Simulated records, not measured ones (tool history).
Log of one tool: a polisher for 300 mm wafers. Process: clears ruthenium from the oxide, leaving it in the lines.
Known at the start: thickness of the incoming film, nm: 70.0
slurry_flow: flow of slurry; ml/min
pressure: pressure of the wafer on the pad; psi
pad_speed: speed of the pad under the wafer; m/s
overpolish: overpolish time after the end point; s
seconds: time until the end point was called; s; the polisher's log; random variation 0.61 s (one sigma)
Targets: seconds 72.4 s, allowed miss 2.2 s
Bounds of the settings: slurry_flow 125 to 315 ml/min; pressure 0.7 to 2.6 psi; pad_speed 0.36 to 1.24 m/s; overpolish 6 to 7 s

run,day,slurry_flow,pressure,pad_speed,overpolish,seconds
1,0,205,1.6,0.8,7,84.339
2,0.275,205,1.6,0.8,7,84.562
3,0.396,205,1.4,0.8,7,90.516
4,0.662,205,1.4,0.8,6,93.222
5,0.867,205,1.4,0.8,6,90.778
6,0.896,225,1.4,0.8,6,91.283
7,1.2,225,1.5,0.8,6,86.129
8,1.508,230,1.5,0.8,6,87.816
9,1.783,230,1.6,0.8,6,84.691

Which of these 4 next moves meets every target?
A,2.058,215,1.8,0.94,6,?
B,2.058,245,1.6,0.84,6,?
C,2.058,190,1.8,0.88,7,?
D,2.058,270,2,0.86,6,?

move,seconds
A,67.137
B,79.499
C,72.692
D,66.69
A: takes the result that was furthest off past its target
B: nearer than the last run, and not there yet
C: meets every target
D: takes the result that was furthest off past its target
Move C is the one to make.
